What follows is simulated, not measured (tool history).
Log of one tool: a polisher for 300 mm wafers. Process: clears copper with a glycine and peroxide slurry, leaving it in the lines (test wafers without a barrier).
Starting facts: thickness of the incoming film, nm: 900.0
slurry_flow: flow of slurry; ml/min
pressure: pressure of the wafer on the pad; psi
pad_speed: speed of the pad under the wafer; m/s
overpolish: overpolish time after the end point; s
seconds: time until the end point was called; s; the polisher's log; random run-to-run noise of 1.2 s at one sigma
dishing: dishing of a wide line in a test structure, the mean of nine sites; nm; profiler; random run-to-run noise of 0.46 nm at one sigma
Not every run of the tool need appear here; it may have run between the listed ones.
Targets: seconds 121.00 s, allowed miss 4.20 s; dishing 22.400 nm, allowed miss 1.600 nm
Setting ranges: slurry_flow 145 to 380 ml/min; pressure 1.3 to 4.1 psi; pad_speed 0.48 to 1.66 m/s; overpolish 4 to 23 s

run 1 hour=0.0 | slurry_flow=245 pressure=2.7 pad_speed=1.06 overpolish=12 | seconds=171.89 dishing=31.069
run 2 hour=2.2 | slurry_flow=245 pressure=2.7 pad_speed=1.06 overpolish=15 | seconds=170.42 dishing=33.160
run 3 hour=3.5 | slurry_flow=235 pressure=2.8 pad_speed=1.08 overpolish=14 | seconds=163.64 dishing=32.259
run 4 hour=11.6 | slurry_flow=225 pressure=2.9 pad_speed=1.08 overpolish=13 | seconds=158.17 dishing=33.732
run 5 hour=20.4 | slurry_flow=225 pressure=2.9 pad_speed=1.26 overpolish=13 | seconds=139.20 dishing=34.583
run 6 hour=24.1 | slurry_flow=240 pressure=2.8 pad_speed=1.30 overpolish=12 | seconds=137.47 dishing=32.987
run 7 hour=30.9 | slurry_flow=255 pressure=2.7 pad_speed=1.34 overpolish=11 | seconds=140.10 dishing=31.575
run 8 hour=38.6 | slurry_flow=270 pressure=2.7 pad_speed=1.38 overpolish=10 | seconds=134.70 dishing=31.758
run 9 hour=47.5 | slurry_flow=255 pressure=2.7 pad_speed=1.40 overpolish=9 | seconds=134.96 dishing=30.113
run 10 hour=49.2 | slurry_flow=255 pressure=2.7 pad_speed=1.40 overpolish=9 | seconds=133.50 dishing=30.194
run 11 hour=53.9 | slurry_flow=245 pressure=2.7 pad_speed=1.42 overpolish=8 | seconds=134.09 dishing=28.145
run 12 hour=56.3 | slurry_flow=235 pressure=2.7 pad_speed=1.44 overpolish=8 | seconds=130.16 dishing=28.077
run 13 hour=61.0 | slurry_flow=225 pressure=2.7 pad_speed=1.44 overpolish=8 | seconds=133.39 dishing=28.343
run 14 hour=67.4 | slurry_flow=215 pressure=2.7 pad_speed=1.46 overpolish=8 | seconds=131.63 dishing=28.413
run 15 hour=72.2 | slurry_flow=210 pressure=2.7 pad_speed=1.48 overpolish=8 | seconds=131.62 dishing=27.464
run 16 hour=80.3 | slurry_flow=145 pressure=2.8 pad_speed=1.62 overpolish=4 | seconds=125.09 dishing=18.960
run 17 hour=86.5 | slurry_flow=150 pressure=2.8 pad_speed=1.62 overpolish=4 | seconds=123.11 dishing=19.188
run 18 hour=94.3 | slurry_flow=155 pressure=2.8 pad_speed=1.62 overpolish=4 | seconds=123.22 dishing=19.178
run 19 hour=101.9 | slurry_flow=160 pressure=2.8 pad_speed=1.62 overpolish=4 | seconds=120.41 dishing=19.481

Which of these 4 next moves meets every target?
run A hour=109.5 | slurry_flow=155 pressure=2.8 pad_speed=1.66 overpolish=5 | seconds=? dishing=?
run B hour=109.5 | slurry_flow=165 pressure=2.7 pad_speed=1.64 overpolish=4 | seconds=? dishing=?
run C hour=109.5 | slurry_flow=150 pressure=3.0 pad_speed=1.58 overpolish=4 | seconds=? dishing=?
run D hour=109.5 | slurry_flow=185 pressure=2.9 pad_speed=1.62 overpolish=6 | seconds=? dishing=?

move=A seconds=121.05 dishing=22.603
move=B seconds=124.80 dishing=19.020
move=C seconds=119.79 dishing=19.625
move=D seconds=116.04 dishing=25.951
A: each result inside its tolerance
B: lands further from the targets than the last run did
C: as far off as the last run
D: takes the result that was furthest off past its target
The right move is A.
